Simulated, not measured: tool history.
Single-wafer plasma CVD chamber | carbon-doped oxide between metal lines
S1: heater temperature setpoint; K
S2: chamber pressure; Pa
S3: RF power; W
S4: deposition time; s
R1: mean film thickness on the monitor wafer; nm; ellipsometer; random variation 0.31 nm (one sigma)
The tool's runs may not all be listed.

| run | hour | S1 | S2 | S3 | S4 | R1 |
|---|---|---|---|---|---|---|
| 1 | 0.0 | 603.15 | 809 | 675 | 8.4 | 60.549 |
| 2 | 1.5 | 592.15 | 809 | 675 | 8.4 | 63.279 |
| 3 | 3.9 | 592.15 | 809 | 580 | 8.4 | 54.417 |
| 4 | 7.1 | 591.15 | 817 | 595 | 8.4 | 56.263 |
| 5 | 9.5 | 591.15 | 817 | 675 | 8.4 | 63.408 |
| 6 | 16.7 | 591.15 | 696 | 675 | 8.4 | 61.599 |
| 7 | 18.3 | 590.15 | 719 | 680 | 8.4 | 62.693 |
| 8 | 23.2 | 589.15 | 737 | 685 | 8.4 | 63.574 |
| 9 | 25.1 | 588.15 | 756 | 690 | 8.4 | 64.586 |
| 10 | 30.0 | 587.15 | 772 | 695 | 8.4 | 65.558 |
| 11 | 32.9 | 587.15 | 785 | 700 | 8.4 | 66.241 |
| 12 | 34.9 | 587.15 | 785 | 700 | 8.4 | 65.859 |
| 13 | 42.6 | 581.15 | 848 | 780 | 8.4 | 74.676 |
| 14 | 46.4 | 582.15 | 843 | 780 | 8.4 | 74.063 |
| 15 | 51.4 | 582.15 | 839 | 780 | 8.4 | 74.143 |
| 16 | 58.0 | 583.15 | 835 | 780 | 8.4 | 73.335 |

Forecast run 17:
| 17 | 65.8 | 583.15 | 832 | 780 | 8.4 | ? |

{"run 17": {"R1": 73.676}}
